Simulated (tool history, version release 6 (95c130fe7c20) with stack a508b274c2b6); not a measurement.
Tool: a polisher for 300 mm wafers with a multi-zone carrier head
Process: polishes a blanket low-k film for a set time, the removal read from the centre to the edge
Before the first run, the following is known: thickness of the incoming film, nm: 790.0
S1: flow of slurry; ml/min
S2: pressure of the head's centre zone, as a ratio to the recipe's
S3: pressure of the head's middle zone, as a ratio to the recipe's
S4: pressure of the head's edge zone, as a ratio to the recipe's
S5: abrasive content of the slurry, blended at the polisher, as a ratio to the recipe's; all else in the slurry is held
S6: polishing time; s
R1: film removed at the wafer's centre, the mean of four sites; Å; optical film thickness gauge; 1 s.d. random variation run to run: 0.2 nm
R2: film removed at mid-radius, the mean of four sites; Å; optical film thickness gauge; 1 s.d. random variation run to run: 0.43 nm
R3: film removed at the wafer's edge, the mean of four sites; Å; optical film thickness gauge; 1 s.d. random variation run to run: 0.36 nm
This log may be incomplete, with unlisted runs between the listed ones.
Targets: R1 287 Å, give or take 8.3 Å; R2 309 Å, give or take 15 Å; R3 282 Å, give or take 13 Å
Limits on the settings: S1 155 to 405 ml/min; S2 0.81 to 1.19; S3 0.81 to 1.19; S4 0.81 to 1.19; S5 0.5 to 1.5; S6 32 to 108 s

{"run": 1, "hour": 0.0, "S1": 260, "S2": 1, "S3": 1, "S4": 1, "S5": 1, "S6": 70, "R1": 327.96, "R2": 337.3, "R3": 317.47}
{"run": 2, "hour": 5.6, "S1": 260, "S2": 1, "S3": 1, "S4": 1.09, "S5": 1, "S6": 70, "R1": 325.71, "R2": 329.6, "R3": 329.42}
{"run": 3, "hour": 9.3, "S1": 255, "S2": 0.99, "S3": 1, "S4": 1.05, "S5": 0.95, "S6": 70, "R1": 316.97, "R2": 310.27, "R3": 310.68}
{"run": 4, "hour": 12.6, "S1": 255, "S2": 0.99, "S3": 1, "S4": 1.05, "S5": 0.95, "S6": 86, "R1": 389.76, "R2": 383.26, "R3": 393.92}
{"run": 5, "hour": 17.3, "S1": 255, "S2": 0.99, "S3": 1, "S4": 1.13, "S5": 0.95, "S6": 86, "R1": 393.28, "R2": 397.66, "R3": 401.9}
{"run": 6, "hour": 19.7, "S1": 255, "S2": 0.99, "S3": 1, "S4": 1.13, "S5": 0.95, "S6": 94, "R1": 422.22, "R2": 436.25, "R3": 442.62}
{"run": 7, "hour": 28.3, "S1": 255, "S2": 0.99, "S3": 1, "S4": 1.13, "S5": 0.95, "S6": 94, "R1": 431.67, "R2": 425.27, "R3": 437.32}
{"run": 8, "hour": 28.8, "S1": 265, "S2": 0.99, "S3": 1.03, "S4": 1.1, "S5": 0.8, "S6": 89, "R1": 374.36, "R2": 393.88, "R3": 386.36}
{"run": 9, "hour": 30.4, "S1": 265, "S2": 1, "S3": 1.04, "S4": 1.07, "S5": 0.7, "S6": 86, "R1": 343.67, "R2": 352.91, "R3": 344.92}
{"run": 10, "hour": 31.6, "S1": 260, "S2": 0.99, "S3": 1.06, "S4": 1.04, "S5": 0.65, "S6": 85, "R1": 324.94, "R2": 351.26, "R3": 320.8}
{"run": 11, "hour": 37.8, "S1": 245, "S2": 0.98, "S3": 1.05, "S4": 1.01, "S5": 0.6, "S6": 85, "R1": 306.32, "R2": 330.04, "R3": 303.63}
{"run": 12, "hour": 44.7, "S1": 230, "S2": 0.98, "S3": 1.05, "S4": 1, "S5": 0.6, "S6": 85, "R1": 309.13, "R2": 325.56, "R3": 310.25}
{"run": 13, "hour": 50.1, "S1": 285, "S2": 0.96, "S3": 1.04, "S4": 0.95, "S5": 0.5, "S6": 83, "R1": 279.11, "R2": 295.54, "R3": 267.04}

Pick the move, out of 4, that brings all results within their allowed miss; only one does.
{"run": "A", "hour": 55.5, "S1": 160, "S2": 1, "S3": 1.08, "S4": 1, "S5": 0.55, "S6": 85, "R1": "?", "R2": "?", "R3": "?"}
{"run": "B", "hour": 55.5, "S1": 350, "S2": 1.04, "S3": 1.15, "S4": 0.88, "S5": 0.5, "S6": 76, "R1": "?", "R2": "?", "R3": "?"}
{"run": "C", "hour": 55.5, "S1": 320, "S2": 0.99, "S3": 0.91, "S4": 0.96, "S5": 0.5, "S6": 84, "R1": "?", "R2": "?", "R3": "?"}
{"run": "D", "hour": 55.5, "S1": 265, "S2": 1.05, "S3": 1.1, "S4": 0.88, "S5": 0.5, "S6": 81, "R1": "?", "R2": "?", "R3": "?"}

move=A R1=287.28 R2=308.08 R3=283.87
move=B R1=278.23 R2=299.4 R3=245.46
move=C R1=289.9 R2=271.3 R3=278.94
move=D R1=291.71 R2=300.41 R3=257.16
A: in spec on every target
B: further off than the last run
C: gets the furthest-off result to its target, but another result is out of tolerance
D: further off than the last run
So the answer is move A, the one that meets all the targets.

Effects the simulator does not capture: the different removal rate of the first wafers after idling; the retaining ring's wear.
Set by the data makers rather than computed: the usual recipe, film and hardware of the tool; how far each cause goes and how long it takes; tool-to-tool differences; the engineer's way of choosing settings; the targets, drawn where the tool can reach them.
